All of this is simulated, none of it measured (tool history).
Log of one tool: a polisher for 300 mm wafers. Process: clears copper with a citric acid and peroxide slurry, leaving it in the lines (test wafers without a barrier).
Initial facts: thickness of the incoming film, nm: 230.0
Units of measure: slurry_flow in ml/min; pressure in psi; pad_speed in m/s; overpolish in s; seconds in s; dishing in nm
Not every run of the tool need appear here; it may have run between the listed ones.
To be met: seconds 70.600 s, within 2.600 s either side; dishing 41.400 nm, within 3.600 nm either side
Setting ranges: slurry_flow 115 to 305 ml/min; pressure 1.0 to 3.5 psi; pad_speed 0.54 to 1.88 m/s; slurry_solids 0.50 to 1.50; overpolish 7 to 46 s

run,hour,slurry_flow,pressure,pad_speed,slurry_solids,overpolish,seconds,dishing
1,0.0,195,2.2,1.20,1.00,24,109.580,32.109
2,5.5,195,2.2,1.20,1.15,24,106.250,30.764
3,13.5,195,2.2,1.20,0.95,24,113.770,33.529
4,18.2,240,2.2,1.20,0.95,24,108.400,32.798
5,24.7,245,2.4,1.20,0.95,23,100.160,33.525
6,26.6,245,2.4,1.34,0.95,23,91.447,36.349
7,32.9,245,2.6,1.34,0.95,22,85.043,36.599
8,35.9,245,2.7,1.34,0.95,22,82.953,39.544
9,38.4,250,2.8,1.34,0.95,21,78.579,39.706
10,42.1,250,2.9,1.34,0.95,21,76.613,40.904
11,43.5,250,3.0,1.34,0.95,21,73.014,40.900

Which of these 5 next moves meets every target?
A,44.9,220,3.4,1.24,0.95,27,?,?
B,44.9,270,3.0,1.36,0.60,22,?,?
C,44.9,240,3.0,1.50,0.75,21,?,?
D,44.9,280,2.6,1.46,1.00,28,?,?
E,44.9,250,3.0,1.28,0.95,23,?,?

move,seconds,dishing
A,68.894,51.939
B,76.125,40.682
C,69.429,42.183
D,76.869,48.291
E,75.077,42.631
A: the furthest-off result lands on target, but another misses its tolerance
B: moves away from the targets compared with the last run
C: meets every target
D: moves away from the targets compared with the last run
E: moves away from the targets compared with the last run
C meets every target.

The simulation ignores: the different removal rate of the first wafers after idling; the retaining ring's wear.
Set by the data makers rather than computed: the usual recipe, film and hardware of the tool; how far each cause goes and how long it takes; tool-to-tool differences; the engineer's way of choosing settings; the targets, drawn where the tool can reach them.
